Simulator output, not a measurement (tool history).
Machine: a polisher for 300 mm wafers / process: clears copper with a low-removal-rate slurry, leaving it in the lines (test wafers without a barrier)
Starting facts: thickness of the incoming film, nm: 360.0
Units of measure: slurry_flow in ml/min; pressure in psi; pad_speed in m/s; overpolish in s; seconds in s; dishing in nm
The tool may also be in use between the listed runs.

run	hour	slurry_flow	pressure	pad_speed	slurry_solids	overpolish	seconds	dishing
1	0.0	210	3.8	1.42	1.0	21	53.325	81.333
2	6.7	205	3.5	1.42	1.0	23	58.233	85.955
3	8.0	205	4.4	1.42	1.0	23	45.922	102.410
4	12.0	200	3.9	1.42	1.0	24	51.629	94.788
5	14.3	170	3.9	1.42	1.0	24	53.891	91.686
6	21.2	165	3.6	1.42	1.0	25	57.831	87.138
7	26.0	160	2.6	1.40	1.0	30	81.571	77.922
8	29.9	170	2.7	1.40	1.0	29	77.083	82.485

Run 9 comes next. What will it give?
9	37.3	170	2.7	1.40	1.0	29	?	?

seconds: 77.650 s
dishing: 81.359 nm
